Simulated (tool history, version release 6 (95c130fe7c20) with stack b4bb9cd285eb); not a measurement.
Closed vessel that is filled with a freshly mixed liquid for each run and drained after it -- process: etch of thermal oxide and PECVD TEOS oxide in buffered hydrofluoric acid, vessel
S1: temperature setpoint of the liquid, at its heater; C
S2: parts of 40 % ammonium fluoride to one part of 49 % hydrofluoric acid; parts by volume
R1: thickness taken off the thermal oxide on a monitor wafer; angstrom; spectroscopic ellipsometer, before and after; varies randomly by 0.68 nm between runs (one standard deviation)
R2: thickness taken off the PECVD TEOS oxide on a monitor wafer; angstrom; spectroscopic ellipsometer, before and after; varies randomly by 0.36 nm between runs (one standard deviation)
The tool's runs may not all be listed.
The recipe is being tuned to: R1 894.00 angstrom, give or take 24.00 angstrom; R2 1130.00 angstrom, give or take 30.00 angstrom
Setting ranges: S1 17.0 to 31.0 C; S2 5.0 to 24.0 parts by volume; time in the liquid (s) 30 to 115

{"run": 1, "hour": 0.0, "S1": 23.0, "S2": 14.5, "time in the liquid (s)": 60, "R1": 411.51, "R2": 526.2}
{"run": 2, "hour": 8.0, "S1": 25.5, "S2": 13.0, "time in the liquid (s)": 60, "R1": 528.24, "R2": 667.84}
{"run": 3, "hour": 14.8, "S1": 25.5, "S2": 17.0, "time in the liquid (s)": 60, "R1": 402.14, "R2": 513.01}
{"run": 4, "hour": 22.7, "S1": 25.5, "S2": 15.0, "time in the liquid (s)": 60, "R1": 458.36, "R2": 576.9}
{"run": 5, "hour": 25.8, "S1": 27.0, "S2": 13.0, "time in the liquid (s)": 60, "R1": 564.69, "R2": 725.17}
{"run": 6, "hour": 32.6, "S1": 28.0, "S2": 11.5, "time in the liquid (s)": 60, "R1": 683.28, "R2": 859.35}
{"run": 7, "hour": 36.2, "S1": 29.0, "S2": 11.0, "time in the liquid (s)": 60, "R1": 736.82, "R2": 942.6}
{"run": 8, "hour": 39.2, "S1": 29.5, "S2": 10.5, "time in the liquid (s)": 60, "R1": 815.71, "R2": 1017.2}

Exercise: of the 5 proposed moves below, exactly one satisfies all targets within the stated allowed misses. Which move is it?
{"run": "A", "hour": 42.2, "S1": 31.0, "S2": 8.5, "time in the liquid (s)": 55, "R1": "?", "R2": "?"}
{"run": "B", "hour": 42.2, "S1": 28.0, "S2": 9.5, "time in the liquid (s)": 70, "R1": "?", "R2": "?"}
{"run": "C", "hour": 42.2, "S1": 31.0, "S2": 12.0, "time in the liquid (s)": 70, "R1": "?", "R2": "?"}
{"run": "D", "hour": 42.2, "S1": 31.0, "S2": 7.0, "time in the liquid (s)": 45, "R1": "?", "R2": "?"}
{"run": "E", "hour": 42.2, "S1": 31.0, "S2": 9.5, "time in the liquid (s)": 60, "R1": "?", "R2": "?"}

move=A R1=949.51 R2=1203.30
move=B R1=937.76 R2=1188.40
move=C R1=890.40 R2=1128.40
move=D R1=958.06 R2=1214.20
move=E R1=941.17 R2=1192.80
A: moves the result that the last run missed by most past its target, out the other side
B: moves the result that the last run missed by most past its target, out the other side
C: every result within its allowed miss
D: moves the result that the last run missed by most past its target, out the other side
E: moves the result that the last run missed by most past its target, out the other side
Move C is the one to make.
